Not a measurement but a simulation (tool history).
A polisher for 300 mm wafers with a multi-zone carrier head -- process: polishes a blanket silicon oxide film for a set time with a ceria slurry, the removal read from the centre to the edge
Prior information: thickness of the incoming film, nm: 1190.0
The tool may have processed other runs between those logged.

run,hour,flow of slurry (ml/min),pressure of the head's centre zone,pressure of the head's middle zone,pressure of the head's edge zone,polishing time (s),film removed at the wafer's centre (Å),film removed at mid-radius (Å),film removed at the wafer's edge (Å)
1,0.0,140,1.00,1.00,1.00,61,3720.7,3839.5,3775.1
2,6.0,140,0.93,1.00,1.00,61,3578.7,3796.9,3767.3
3,13.6,140,0.93,0.92,1.00,61,3479.1,3493.1,3750.4
4,21.0,130,0.90,0.91,1.01,55,2994.9,3144.3,3387.0
5,24.5,130,0.90,0.91,1.08,55,2967.4,3056.2,3506.6
6,29.2,130,0.90,0.95,1.08,55,2944.9,3221.6,3485.0
7,31.1,125,0.89,0.92,1.07,50,2670.9,2760.6,3181.0
8,37.0,120,0.87,0.92,1.06,47,2396.8,2647.3,2945.0
9,42.6,115,0.87,0.90,1.05,45,2319.1,2511.3,2803.4

What will run 10 give?
10,50.0,110,0.87,0.88,1.05,43,?,?,?

{"run 10": {"film removed at the wafer's centre (Å)": 2134.6, "film removed at mid-radius (Å)": 2311.1, "film removed at the wafer's edge (Å)": 2625.8}}
